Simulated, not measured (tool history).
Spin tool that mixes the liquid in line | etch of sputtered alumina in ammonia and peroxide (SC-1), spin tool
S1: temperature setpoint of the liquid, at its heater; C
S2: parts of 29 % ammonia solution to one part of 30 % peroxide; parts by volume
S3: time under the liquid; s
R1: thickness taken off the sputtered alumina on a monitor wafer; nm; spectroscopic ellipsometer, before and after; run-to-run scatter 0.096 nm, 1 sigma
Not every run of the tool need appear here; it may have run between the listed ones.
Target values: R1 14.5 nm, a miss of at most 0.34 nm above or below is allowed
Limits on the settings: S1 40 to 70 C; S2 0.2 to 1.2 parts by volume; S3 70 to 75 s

Run 1, hour 0: S1 56 C, S2 0.85 parts by volume, S3 70 s. Result: R1 8.8014 nm.
Run 2, hour 1.8: S1 58 C, S2 0.85 parts by volume, S3 70 s. Result: R1 9.8205 nm.
Run 3, hour 4.4: S1 58 C, S2 1 parts by volume, S3 70 s. Result: R1 9.9357 nm.
Run 4, hour 11.6: S1 58 C, S2 0.8 parts by volume, S3 70 s. Result: R1 9.715 nm.
Run 5, hour 13.3: S1 58 C, S2 0.55 parts by volume, S3 70 s. Result: R1 9.3351 nm.
Run 6, hour 17.1: S1 58 C, S2 0.4 parts by volume, S3 70 s. Result: R1 9.0139 nm.
Run 7, hour 19.2: S1 59.5 C, S2 0.4 parts by volume, S3 70 s. Result: R1 9.7634 nm.
Run 8, hour 28.1: S1 61 C, S2 0.4 parts by volume, S3 70 s. Result: R1 10.463 nm.

Next run, 5 choices. One meets every target within its allowed miss, the rest don't. Which?
Run A, hour 37: S1 52 C, S2 0.65 parts by volume, S3 70 s. Result: R1 ?.
Run B, hour 37: S1 68 C, S2 0.55 parts by volume, S3 75 s. Result: R1 ?.
Run C, hour 37: S1 63.5 C, S2 0.4 parts by volume, S3 75 s. Result: R1 ?.
Run D, hour 37: S1 67.5 C, S2 0.4 parts by volume, S3 70 s. Result: R1 ?.
Run E, hour 37: S1 52.5 C, S2 0.2 parts by volume, S3 70 s. Result: R1 ?.

move      R1
   A  6.8778
   B  16.502
   C  12.822
   D  14.587
   E  6.3174
A: misses by more than the last run did
B: takes the biggest miss from the last run beyond its target
C: moves toward the targets from the last run without getting all of them in spec
D: hits every target within its allowed miss
E: misses by more than the last run did
Go with D: it meets all targets.
